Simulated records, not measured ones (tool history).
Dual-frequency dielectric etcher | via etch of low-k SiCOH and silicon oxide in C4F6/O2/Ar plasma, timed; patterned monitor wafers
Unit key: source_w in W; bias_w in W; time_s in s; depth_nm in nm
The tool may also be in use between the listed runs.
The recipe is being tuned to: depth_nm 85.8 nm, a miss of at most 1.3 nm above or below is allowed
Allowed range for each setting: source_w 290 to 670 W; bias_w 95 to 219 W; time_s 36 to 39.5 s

run	hour	source_w	bias_w	time_s	depth_nm
1	0	480	157	39.5	103.62
2	3.8	520	157	39.5	106.11
3	7	470	147	39.5	100.64
4	14.8	470	126	39.5	94.835
5	18.7	470	142	39.5	99.23
6	22.4	430	138	39.5	95.676
7	23.5	400	135	39.5	93.423
8	25.5	380	132	39.5	91.192
9	30.2	360	131	39.5	90.276
10	31.9	340	129	39.5	88.591
11	35.4	330	128	39.5	87.252

Exactly one of the 4 candidate moves below puts every result within its allowed miss. Which one?
A	38.9	320	134	38.5	?
B	38.9	300	135	38	?
C	38.9	350	126	37	?
D	38.9	320	115	39	?

move	depth_nm
A	86.018
B	83.842
C	82.656
D	82.503
A: meets every target
B: takes the biggest miss from the last run beyond its target
C: takes the biggest miss from the last run beyond its target
D: takes the biggest miss from the last run beyond its target
Go with A: it meets all targets.

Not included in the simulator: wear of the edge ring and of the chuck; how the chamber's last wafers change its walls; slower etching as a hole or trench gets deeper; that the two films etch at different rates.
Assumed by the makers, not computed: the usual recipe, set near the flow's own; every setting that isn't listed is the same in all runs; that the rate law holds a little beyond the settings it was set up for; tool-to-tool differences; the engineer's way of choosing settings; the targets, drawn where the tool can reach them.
